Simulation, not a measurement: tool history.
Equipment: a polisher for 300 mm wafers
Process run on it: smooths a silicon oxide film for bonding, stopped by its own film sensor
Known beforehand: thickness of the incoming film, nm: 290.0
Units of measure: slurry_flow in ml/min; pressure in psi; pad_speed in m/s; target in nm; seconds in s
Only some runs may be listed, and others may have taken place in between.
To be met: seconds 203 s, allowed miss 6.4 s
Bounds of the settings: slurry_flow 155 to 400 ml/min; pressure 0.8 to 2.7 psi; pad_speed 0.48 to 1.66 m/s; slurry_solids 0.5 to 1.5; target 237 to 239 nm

| run | hour | slurry_flow | pressure | pad_speed | slurry_solids | target | seconds |
|---|---|---|---|---|---|---|---|
| 1 | 0 | 255 | 1.7 | 1.06 | 1 | 239 | 79 |
| 2 | 1.9 | 255 | 2.1 | 1.06 | 1 | 239 | 63.027 |
| 3 | 7.3 | 255 | 1.9 | 1.06 | 1 | 239 | 70.277 |
| 4 | 10.5 | 255 | 1.9 | 1.06 | 0.8 | 239 | 83.677 |
| 5 | 18.2 | 255 | 1.5 | 0.96 | 0.8 | 239 | 113.64 |
| 6 | 22.8 | 255 | 1.5 | 1.14 | 0.8 | 239 | 100.91 |
| 7 | 23.5 | 255 | 1.3 | 1.02 | 0.8 | 239 | 124.93 |
| 8 | 30.4 | 255 | 1.1 | 0.94 | 0.8 | 239 | 155.77 |
| 9 | 37.4 | 255 | 1 | 0.92 | 0.8 | 239 | 172.59 |
| 10 | 40.6 | 255 | 0.9 | 0.92 | 0.8 | 239 | 189.83 |
|  | 48.1 | worn pad replaced by a new one |
| 11 | 48.1 | 250 | 0.9 | 0.92 | 0.8 | 239 | 173.65 |
| 12 | 56.2 | 290 | 0.8 | 0.8 | 0.8 | 239 | 216.79 |

Below are 5 possible settings for the next run. Only one of them brings all results inside the allowed miss of their targets. Which is it?
| A | 64.3 | 270 | 1.3 | 0.54 | 0.85 | 238 | ? |
| B | 64.3 | 275 | 0.8 | 0.86 | 0.75 | 239 | ? |
| C | 64.3 | 255 | 1 | 0.64 | 0.95 | 239 | ? |
| D | 64.3 | 310 | 1.2 | 0.74 | 0.65 | 237 | ? |
| E | 64.3 | 310 | 1.1 | 0.94 | 0.65 | 237 | ? |

| move | seconds |
|---|---|
| A | 182.72 |
| B | 219.97 |
| C | 185 |
| D | 205.21 |
| E | 184.17 |
A: the result that was furthest off in the last run now lies on the other side of its target
B: its largest miss is bigger than the last run's
C: the result that was furthest off in the last run now lies on the other side of its target
D: meets every target
E: the result that was furthest off in the last run now lies on the other side of its target
The right move is D.
